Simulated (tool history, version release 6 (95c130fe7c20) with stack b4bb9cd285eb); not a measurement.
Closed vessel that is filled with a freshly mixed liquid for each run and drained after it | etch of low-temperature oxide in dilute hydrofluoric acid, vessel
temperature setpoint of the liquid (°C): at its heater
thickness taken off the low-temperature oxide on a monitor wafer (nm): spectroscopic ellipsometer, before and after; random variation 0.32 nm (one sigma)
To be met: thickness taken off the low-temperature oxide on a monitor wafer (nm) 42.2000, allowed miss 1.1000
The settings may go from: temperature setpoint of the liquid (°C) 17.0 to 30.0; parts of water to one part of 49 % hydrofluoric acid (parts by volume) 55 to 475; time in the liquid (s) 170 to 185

run  hour  temperature setpoint of the liquid (°C)  parts of water to one part of 49 % hydrofluoric acid (parts by volume)  time in the liquid (s)  thickness taken off the low-temperature oxide on a monitor wafer (nm)
  1   0.0                                     22.0                                                                     265                     170                                                                11.7450
  2   5.3                                     20.0                                                                     265                     170                                                                10.9630
  3  10.4                                     17.5                                                                     265                     170                                                                 9.9648
  4  18.4                                     17.5                                                                     325                     170                                                                 7.8226
  5  26.1                                     17.0                                                                     325                     170                                                                 7.6627
  6  29.4                                     21.0                                                                     235                     175                                                                13.7160
  7  33.9                                     23.5                                                                     175                     175                                                                21.6840
  8  39.4                                     25.5                                                                     150                     175                                                                27.4980
  9  45.6                                     27.0                                                                     135                     175                                                                33.4050
 10  51.7                                     28.0                                                                     130                     175                                                                36.3150
 11  58.8                                     28.5                                                                     130                     175                                                                36.8360
 12  63.1                                     29.0                                                                     125                     175                                                                38.9570

Which of these 4 next moves meets every target?
  A  67.4                                     29.5                                                                     130                     170                                                                      ?
  B  67.4                                     30.0                                                                     145                     185                                                                      ?
  C  67.4                                     30.0                                                                     140                     180                                                                      ?
  D  67.4                                     28.0                                                                     110                     170                                                                      ?

move  thickness taken off the low-temperature oxide on a monitor wafer (nm)
   A                                                                37.3390
   B                                                                36.3680
   C                                                                36.8920
   D                                                                42.8520
A: further off than the last run
B: further off than the last run
C: further off than the last run
D: meets every target
The right move is D.
